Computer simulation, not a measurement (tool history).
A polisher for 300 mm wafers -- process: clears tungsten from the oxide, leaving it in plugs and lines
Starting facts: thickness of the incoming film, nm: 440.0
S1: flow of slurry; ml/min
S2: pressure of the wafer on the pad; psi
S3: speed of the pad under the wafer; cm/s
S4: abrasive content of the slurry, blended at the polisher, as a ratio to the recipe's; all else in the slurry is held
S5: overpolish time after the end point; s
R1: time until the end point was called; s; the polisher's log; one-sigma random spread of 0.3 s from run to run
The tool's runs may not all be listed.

run	day	S1	S2	S3	S4	S5	R1
1	0.000	275	4.7	130	1.0	10	75.738
2	0.296	210	4.7	130	1.0	10	77.840
3	0.517	210	4.7	130	1.0	7	78.200
4	0.862	210	4.7	152	1.0	7	67.742
5	1.050	215	5.0	154	1.0	7	62.610
# day 1.150: slurry blender recalibrated
6	1.150	220	5.3	156	1.0	7	51.556
7	1.396	220	5.3	156	1.0	7	52.189
8	1.738	230	5.4	156	1.0	7	51.188

What will run 9 give?
9	1.925	235	5.5	156	1.0	7	?

Run 9 gave R1 49.763 s.
